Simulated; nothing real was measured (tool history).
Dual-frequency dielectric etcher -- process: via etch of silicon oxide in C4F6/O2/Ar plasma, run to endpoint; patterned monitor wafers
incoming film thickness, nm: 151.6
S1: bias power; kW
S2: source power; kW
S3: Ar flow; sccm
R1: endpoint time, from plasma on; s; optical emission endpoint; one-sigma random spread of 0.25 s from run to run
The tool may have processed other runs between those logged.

| run | hour | S1 | S2 | S3 | R1 |
|---|---|---|---|---|---|
| 1 | 0 | 0.442 | 0.39 | 337 | 33.945 |
| 2 | 7.2 | 0.442 | 0.39 | 284 | 33.259 |
| 3 | 10.2 | 0.411 | 0.38 | 286 | 35.203 |
| 4 | 12.7 | 0.395 | 0.38 | 286 | 35.423 |
| 5 | 15 | 0.377 | 0.38 | 286 | 36.463 |
| 6 | 23.6 | 0.366 | 0.38 | 286 | 37.113 |
| 7 | 26.2 | 0.359 | 0.38 | 286 | 37.804 |

What does the tool deliver on the next run?
| 8 | 29.6 | 0.355 | 0.38 | 286 | ? |

Logged for run 8: R1 37.962 s.

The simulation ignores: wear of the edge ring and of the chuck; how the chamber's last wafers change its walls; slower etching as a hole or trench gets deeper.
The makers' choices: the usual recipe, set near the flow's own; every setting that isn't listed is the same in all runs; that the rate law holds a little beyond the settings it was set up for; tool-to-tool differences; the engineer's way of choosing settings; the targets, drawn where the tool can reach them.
